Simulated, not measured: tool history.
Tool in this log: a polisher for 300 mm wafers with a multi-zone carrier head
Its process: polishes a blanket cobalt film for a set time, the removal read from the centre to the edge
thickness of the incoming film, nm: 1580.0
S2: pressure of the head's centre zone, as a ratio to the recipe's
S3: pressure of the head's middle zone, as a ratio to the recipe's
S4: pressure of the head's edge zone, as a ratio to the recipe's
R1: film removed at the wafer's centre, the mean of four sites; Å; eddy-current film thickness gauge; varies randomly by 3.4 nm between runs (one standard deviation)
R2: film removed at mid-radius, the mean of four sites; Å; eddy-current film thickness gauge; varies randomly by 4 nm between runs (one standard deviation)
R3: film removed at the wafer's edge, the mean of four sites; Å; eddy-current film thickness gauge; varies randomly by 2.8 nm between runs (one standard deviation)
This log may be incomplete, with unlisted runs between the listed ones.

Run 1, hour 0: flow of slurry (ml/min) 240, S2 1, S3 1, S4 1, polishing time (s) 59. Result: R1 3638.7 Å, R2 3835 Å, R3 3703.4 Å.
Run 2, hour 3.9: flow of slurry (ml/min) 240, S2 0.99, S3 0.99, S4 0.99, polishing time (s) 58. Result: R1 3502.4 Å, R2 3728.1 Å, R3 3515.4 Å.
Run 3, hour 11.4: flow of slurry (ml/min) 235, S2 0.98, S3 0.97, S4 0.99, polishing time (s) 57. Result: R1 3421.8 Å, R2 3559.7 Å, R3 3519 Å.
Run 4, hour 19.3: flow of slurry (ml/min) 235, S2 0.98, S3 0.97, S4 1.05, polishing time (s) 57. Result: R1 3463.9 Å, R2 3681.4 Å, R3 3659.2 Å.
Run 5, hour 22.5: flow of slurry (ml/min) 235, S2 0.97, S3 0.96, S4 1.03, polishing time (s) 56. Result: R1 3291.5 Å, R2 3555.5 Å, R3 3530.5 Å.
Run 6, hour 25.4: flow of slurry (ml/min) 235, S2 0.97, S3 0.96, S4 1.03, polishing time (s) 70. Result: R1 4213.7 Å, R2 4345 Å, R3 4384.1 Å.
Run 7, hour 33.1: flow of slurry (ml/min) 235, S2 0.96, S3 0.95, S4 1.01, polishing time (s) 68. Result: R1 3991.4 Å, R2 4234.1 Å, R3 4232.3 Å.
Run 8, hour 38.5: flow of slurry (ml/min) 235, S2 0.96, S3 0.94, S4 1, polishing time (s) 66. Result: R1 3920.7 Å, R2 4064.2 Å, R3 4125.7 Å.
Run 9, hour 43.7: flow of slurry (ml/min) 235, S2 0.96, S3 0.94, S4 0.99, polishing time (s) 64. Result: R1 3745.2 Å, R2 3991.9 Å, R3 3912.6 Å.

Expected results for the next run?
Run 10, hour 49.2: flow of slurry (ml/min) 200, S2 0.92, S3 0.84, S4 0.93, polishing time (s) 48. Result: R1 ?, R2 ?, R3 ?.

{"run 10": {"R1": 2627.1, "R2": 2713.5, "R3": 2828.8}}
